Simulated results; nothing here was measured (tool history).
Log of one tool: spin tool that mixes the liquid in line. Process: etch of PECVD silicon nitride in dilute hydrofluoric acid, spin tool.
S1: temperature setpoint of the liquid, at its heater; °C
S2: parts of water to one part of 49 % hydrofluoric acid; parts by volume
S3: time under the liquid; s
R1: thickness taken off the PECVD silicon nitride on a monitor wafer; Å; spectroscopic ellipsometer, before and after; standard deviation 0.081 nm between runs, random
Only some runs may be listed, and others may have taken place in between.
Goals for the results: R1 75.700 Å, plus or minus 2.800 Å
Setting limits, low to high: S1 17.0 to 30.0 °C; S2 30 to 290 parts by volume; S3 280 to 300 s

{"run": 1, "hour": 0.0, "S1": 22.0, "S2": 160, "S3": 280, "R1": 41.32}
{"run": 2, "hour": 5.5, "S1": 22.0, "S2": 160, "S3": 280, "R1": 42.148}
{"run": 3, "hour": 11.1, "S1": 23.0, "S2": 160, "S3": 280, "R1": 45.049}
{"run": 4, "hour": 19.7, "S1": 24.0, "S2": 160, "S3": 280, "R1": 47.092}
{"run": 5, "hour": 24.1, "S1": 26.5, "S2": 160, "S3": 280, "R1": 55.908}
{"hour": 25.1, "done": "thermometer replaced"}
{"run": 6, "hour": 25.1, "S1": 29.5, "S2": 160, "S3": 280, "R1": 59.771}
{"run": 7, "hour": 27.7, "S1": 29.5, "S2": 155, "S3": 280, "R1": 61.674}
{"run": 8, "hour": 28.9, "S1": 29.5, "S2": 155, "S3": 280, "R1": 59.814}
{"run": 9, "hour": 29.7, "S1": 29.5, "S2": 150, "S3": 280, "R1": 63.614}
{"run": 10, "hour": 33.4, "S1": 29.5, "S2": 145, "S3": 280, "R1": 64.591}
{"run": 11, "hour": 38.9, "S1": 29.5, "S2": 140, "S3": 280, "R1": 68.284}
{"run": 12, "hour": 39.6, "S1": 30.0, "S2": 135, "S3": 280, "R1": 72.269}

Pick the move, out of 5, that brings all results within their allowed miss; only one does.
{"run": "A", "hour": 40.3, "S1": 29.0, "S2": 135, "S3": 280, "R1": "?"}
{"run": "B", "hour": 40.3, "S1": 29.5, "S2": 125, "S3": 280, "R1": "?"}
{"run": "C", "hour": 40.3, "S1": 28.0, "S2": 140, "S3": 300, "R1": "?"}
{"run": "D", "hour": 40.3, "S1": 30.0, "S2": 150, "S3": 300, "R1": "?"}
{"run": "E", "hour": 40.3, "S1": 30.0, "S2": 150, "S3": 285, "R1": "?"}

move=A R1=67.774
move=B R1=75.557
move=C R1=65.772
move=D R1=69.430
move=E R1=65.959
A: misses by more than the last run did
B: every result lands within tolerance
C: misses by more than the last run did
D: misses by more than the last run did
E: misses by more than the last run did
So the answer is move B, the one that meets all the targets.
